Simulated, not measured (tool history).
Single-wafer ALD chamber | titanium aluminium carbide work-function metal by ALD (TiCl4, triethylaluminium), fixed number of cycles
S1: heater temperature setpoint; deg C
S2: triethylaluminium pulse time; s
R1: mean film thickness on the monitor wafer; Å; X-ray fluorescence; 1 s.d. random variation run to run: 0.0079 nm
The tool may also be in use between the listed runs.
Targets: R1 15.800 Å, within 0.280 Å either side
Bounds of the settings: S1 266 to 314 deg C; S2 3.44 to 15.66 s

run    day   S1     S2      R1
  1  0.000  290   9.55  17.855
  2  0.138  285   9.02  17.567
  3  0.212  285  11.09  17.973
  4  0.512  285   9.87  17.720
  5  0.662  292   9.87  18.161
  6  0.783  287   8.87  17.506
  7  0.929  283   8.21  16.970
  8  1.062  280   7.98  16.650
  9  1.192  278   7.83  16.562
 10  1.546  276   7.66  16.154

Of the 4 settings listed for the next run, only one would bring every result within its allowed miss of target. Which one?
  A  1.900  279  7.66   ?
  B  1.900  276  7.26   ?
  C  1.900  270  9.29   ?
  D  1.900  273  6.84   ?

move      R1
   A  16.467
   B  15.981
   C  16.603
   D  15.431
A: moves away from the targets compared with the last run
B: all results in spec
C: moves away from the targets compared with the last run
D: moves the result that the last run missed by most past its target, out the other side
Go with B: it meets all targets.

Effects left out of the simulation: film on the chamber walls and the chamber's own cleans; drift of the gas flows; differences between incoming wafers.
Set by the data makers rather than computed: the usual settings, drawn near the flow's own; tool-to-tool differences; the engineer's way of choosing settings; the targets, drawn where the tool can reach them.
